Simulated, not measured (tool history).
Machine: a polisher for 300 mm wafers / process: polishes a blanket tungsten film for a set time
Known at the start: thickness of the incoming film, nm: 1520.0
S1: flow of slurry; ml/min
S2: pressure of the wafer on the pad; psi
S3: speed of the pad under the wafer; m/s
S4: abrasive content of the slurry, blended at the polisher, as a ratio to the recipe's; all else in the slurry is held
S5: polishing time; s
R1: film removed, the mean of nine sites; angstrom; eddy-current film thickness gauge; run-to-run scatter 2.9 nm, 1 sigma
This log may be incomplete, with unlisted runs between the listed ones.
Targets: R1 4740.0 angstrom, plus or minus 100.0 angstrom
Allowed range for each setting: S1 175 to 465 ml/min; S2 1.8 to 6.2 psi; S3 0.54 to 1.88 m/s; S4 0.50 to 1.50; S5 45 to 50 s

run 1 hour=0.0 | S1=295 S2=4.0 S3=1.20 S4=1.00 S5=50 | R1=2659.4
run 2 hour=8.8 | S1=295 S2=4.0 S3=1.08 S4=1.00 S5=50 | R1=2409.2
run 3 hour=9.7 | S1=300 S2=4.3 S3=1.10 S4=1.00 S5=50 | R1=2632.2
run 4 hour=13.2 | S1=300 S2=4.5 S3=1.12 S4=1.00 S5=50 | R1=2800.3
run 5 hour=16.7 | S1=300 S2=4.7 S3=1.14 S4=1.00 S5=50 | R1=2992.4
run 6 hour=22.7 | S1=305 S2=4.9 S3=1.16 S4=1.00 S5=50 | R1=3164.3
run 7 hour=24.3 | S1=305 S2=5.1 S3=1.18 S4=1.00 S5=50 | R1=3298.8
run 8 hour=31.8 | S1=305 S2=5.2 S3=1.20 S4=1.00 S5=50 | R1=3462.7
run 9 hour=34.4 | S1=305 S2=5.3 S3=1.22 S4=1.00 S5=50 | R1=3547.8
run 10 hour=37.4 | S1=310 S2=5.4 S3=1.24 S4=1.00 S5=50 | R1=3671.1
run 11 hour=44.8 | S1=310 S2=5.5 S3=1.26 S4=1.00 S5=50 | R1=3847.7
run 12 hour=51.2 | S1=310 S2=5.6 S3=1.26 S4=1.00 S5=50 | R1=3921.4
run 13 hour=55.9 | S1=310 S2=5.7 S3=1.26 S4=1.00 S5=50 | R1=3964.7
run 14 hour=60.8 | S1=310 S2=5.8 S3=1.28 S4=1.00 S5=50 | R1=4144.6
run 15 hour=65.8 | S1=310 S2=5.8 S3=1.28 S4=1.00 S5=50 | R1=4077.7
run 16 hour=69.8 | S1=315 S2=5.8 S3=1.28 S4=1.00 S5=50 | R1=4096.5
run 17 hour=73.6 | S1=315 S2=5.8 S3=1.30 S4=1.00 S5=50 | R1=4218.5
run 18 hour=77.2 | S1=315 S2=5.8 S3=1.30 S4=1.00 S5=50 | R1=4172.0
run 19 hour=83.1 | S1=315 S2=6.0 S3=1.34 S4=1.00 S5=50 | R1=4431.9
run 20 hour=86.9 | S1=315 S2=6.1 S3=1.36 S4=1.00 S5=50 | R1=4578.6

5 next moves are on the table. One of them brings every result within its allowed miss. Which?
run A hour=90.7 | S1=325 S2=6.0 S3=1.46 S4=1.05 S5=45 | R1=?
run B hour=90.7 | S1=360 S2=6.2 S3=1.26 S4=1.10 S5=49 | R1=?
run C hour=90.7 | S1=305 S2=6.0 S3=1.56 S4=0.85 S5=45 | R1=?
run D hour=90.7 | S1=315 S2=6.2 S3=1.40 S4=1.05 S5=49 | R1=?
run E hour=90.7 | S1=335 S2=6.2 S3=1.32 S4=1.00 S5=50 | R1=?

move=A R1=4428.1
move=B R1=4399.2
move=C R1=4443.9
move=D R1=4768.6
move=E R1=4556.1
A: misses by more than the last run did
B: misses by more than the last run did
C: misses by more than the last run did
D: hits every target within its allowed miss
E: misses by more than the last run did
Move D is the one to make.
